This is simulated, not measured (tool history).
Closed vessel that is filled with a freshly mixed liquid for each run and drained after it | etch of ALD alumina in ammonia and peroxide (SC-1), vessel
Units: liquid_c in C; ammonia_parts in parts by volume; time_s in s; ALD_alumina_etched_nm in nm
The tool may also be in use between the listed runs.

run 1 hour=0 | liquid_c=57 ammonia_parts=0.8 time_s=570 | ALD_alumina_etched_nm=41.735
run 2 hour=6.9 | liquid_c=56 ammonia_parts=0.8 time_s=570 | ALD_alumina_etched_nm=39.502
run 3 hour=15.1 | liquid_c=56 ammonia_parts=0.8 time_s=570 | ALD_alumina_etched_nm=39.423
run 4 hour=17.9 | liquid_c=56 ammonia_parts=0.8 time_s=570 | ALD_alumina_etched_nm=39.782
run 5 hour=26.2 | liquid_c=63 ammonia_parts=0.8 time_s=570 | ALD_alumina_etched_nm=56.181
run 6 hour=32.9 | liquid_c=60.5 ammonia_parts=0.8 time_s=570 | ALD_alumina_etched_nm=49.099

Forecast run 7:
run 7 hour=33.9 | liquid_c=53 ammonia_parts=0.8 time_s=570 | ALD_alumina_etched_nm=?

ALD_alumina_etched_nm: 33.689 nm

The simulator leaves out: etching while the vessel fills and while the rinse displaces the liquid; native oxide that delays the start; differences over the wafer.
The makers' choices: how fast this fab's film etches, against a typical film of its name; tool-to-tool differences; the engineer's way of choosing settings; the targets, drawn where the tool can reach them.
